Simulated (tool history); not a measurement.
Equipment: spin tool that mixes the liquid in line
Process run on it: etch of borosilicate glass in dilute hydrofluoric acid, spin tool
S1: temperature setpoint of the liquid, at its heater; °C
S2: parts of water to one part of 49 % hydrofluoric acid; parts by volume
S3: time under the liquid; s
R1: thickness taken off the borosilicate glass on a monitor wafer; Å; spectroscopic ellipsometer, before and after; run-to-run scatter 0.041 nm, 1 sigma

| run | hour | S1 | S2 | S3 | R1 |
|---|---|---|---|---|---|
| 1 | 0 | 21 | 75 | 35 | 177.2 |
| 2 | 6.7 | 20 | 80 | 35 | 159.73 |
| 3 | 8.9 | 23 | 80 | 35 | 178.5 |
| 4 | 12.5 | 23 | 60 | 35 | 247.88 |
| 5 | 16.8 | 21.5 | 70 | 35 | 196.07 |
| 6 | 23.7 | 21.5 | 95 | 35 | 140.25 |
| 7 | 31.8 | 20.5 | 95 | 35 | 133.94 |
| 8 | 36.6 | 20 | 95 | 35 | 131.86 |

Expected results for the next run?
| 9 | 45.5 | 19.5 | 95 | 35 | ? |

R1: 129.4 Å

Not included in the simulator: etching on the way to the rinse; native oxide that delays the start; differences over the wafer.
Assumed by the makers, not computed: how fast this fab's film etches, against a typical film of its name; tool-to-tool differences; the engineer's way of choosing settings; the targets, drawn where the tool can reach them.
